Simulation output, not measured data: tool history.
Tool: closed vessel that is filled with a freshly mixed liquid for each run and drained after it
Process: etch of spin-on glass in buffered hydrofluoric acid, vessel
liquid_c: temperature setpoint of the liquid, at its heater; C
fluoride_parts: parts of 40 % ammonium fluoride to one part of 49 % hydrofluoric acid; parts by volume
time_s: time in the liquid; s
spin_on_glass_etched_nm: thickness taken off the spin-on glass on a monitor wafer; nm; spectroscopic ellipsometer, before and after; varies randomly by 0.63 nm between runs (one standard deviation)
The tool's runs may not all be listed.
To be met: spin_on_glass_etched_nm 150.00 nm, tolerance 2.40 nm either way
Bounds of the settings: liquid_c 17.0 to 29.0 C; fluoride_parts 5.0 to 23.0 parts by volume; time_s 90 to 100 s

{"run": 1, "day": 0.0, "liquid_c": 21.0, "fluoride_parts": 14.0, "time_s": 90, "spin_on_glass_etched_nm": 117.1}
{"run": 2, "day": 0.275, "liquid_c": 21.0, "fluoride_parts": 14.0, "time_s": 100, "spin_on_glass_etched_nm": 127.65}
{"run": 3, "day": 0.533, "liquid_c": 21.0, "fluoride_parts": 14.0, "time_s": 90, "spin_on_glass_etched_nm": 115.0}
{"run": 4, "day": 0.788, "liquid_c": 23.5, "fluoride_parts": 14.0, "time_s": 90, "spin_on_glass_etched_nm": 133.72}
{"run": 5, "day": 0.942, "liquid_c": 20.0, "fluoride_parts": 14.0, "time_s": 90, "spin_on_glass_etched_nm": 109.41}
{"run": 6, "day": 0.988, "liquid_c": 20.0, "fluoride_parts": 14.0, "time_s": 90, "spin_on_glass_etched_nm": 109.74}
{"run": 7, "day": 1.329, "liquid_c": 22.0, "fluoride_parts": 14.0, "time_s": 90, "spin_on_glass_etched_nm": 122.62}
{"run": 8, "day": 1.608, "liquid_c": 23.0, "fluoride_parts": 14.0, "time_s": 90, "spin_on_glass_etched_nm": 130.45}
{"run": 9, "day": 1.738, "liquid_c": 24.0, "fluoride_parts": 14.0, "time_s": 90, "spin_on_glass_etched_nm": 136.56}
{"run": 10, "day": 2.017, "liquid_c": 24.5, "fluoride_parts": 14.0, "time_s": 90, "spin_on_glass_etched_nm": 140.91}
{"run": 11, "day": 2.275, "liquid_c": 25.0, "fluoride_parts": 14.0, "time_s": 90, "spin_on_glass_etched_nm": 144.92}

Exercise: of the 4 proposed moves below, exactly one satisfies all targets within the stated allowed misses. Which move is it?
{"run": "A", "day": 2.533, "liquid_c": 24.0, "fluoride_parts": 13.5, "time_s": 90, "spin_on_glass_etched_nm": "?"}
{"run": "B", "day": 2.533, "liquid_c": 22.5, "fluoride_parts": 13.0, "time_s": 95, "spin_on_glass_etched_nm": "?"}
{"run": "C", "day": 2.533, "liquid_c": 24.5, "fluoride_parts": 14.5, "time_s": 95, "spin_on_glass_etched_nm": "?"}
{"run": "D", "day": 2.533, "liquid_c": 23.0, "fluoride_parts": 12.0, "time_s": 90, "spin_on_glass_etched_nm": "?"}

move=A spin_on_glass_etched_nm=141.72
move=B spin_on_glass_etched_nm=142.97
move=C spin_on_glass_etched_nm=143.32
move=D spin_on_glass_etched_nm=150.57
A: further off than the last run
B: further off than the last run
C: further off than the last run
D: all results in spec
Move D is the one to make.
